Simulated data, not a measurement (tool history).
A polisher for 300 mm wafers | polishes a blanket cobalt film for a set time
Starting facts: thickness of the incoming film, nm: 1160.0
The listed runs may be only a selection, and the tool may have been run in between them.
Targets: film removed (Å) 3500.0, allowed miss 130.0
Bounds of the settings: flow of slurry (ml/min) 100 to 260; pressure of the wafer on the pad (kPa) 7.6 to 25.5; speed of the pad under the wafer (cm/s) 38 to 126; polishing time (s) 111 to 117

run,hour,flow of slurry (ml/min),pressure of the wafer on the pad (kPa),speed of the pad under the wafer (cm/s),polishing time (s),film removed (Å)
1,0.0,165,16.5,82,111,5589.1
2,2.0,160,14.5,82,111,4838.0
3,7.3,160,14.5,74,111,4451.8
4,10.4,160,14.5,88,111,5069.3
5,12.9,160,14.5,88,117,5269.2
6,16.3,155,12.4,88,117,4599.7
7,22.8,150,11.0,88,117,4132.7
8,31.6,145,10.3,88,117,3795.5

Which single option among these 4 for the next run brings every result within its allowed miss of target? Just one does.
A,40.4,155,11.0,82,112,?
B,40.4,150,10.3,96,115,?
C,40.4,130,10.3,92,117,?
D,40.4,130,9.7,92,114,?

move,film removed (Å)
A,3754.7
B,4098.8
C,3933.0
D,3588.7
A: nearer than the last run, and not there yet
B: the biggest miss grows against the last run
C: the biggest miss grows against the last run
D: every result lands within tolerance
Answer: D
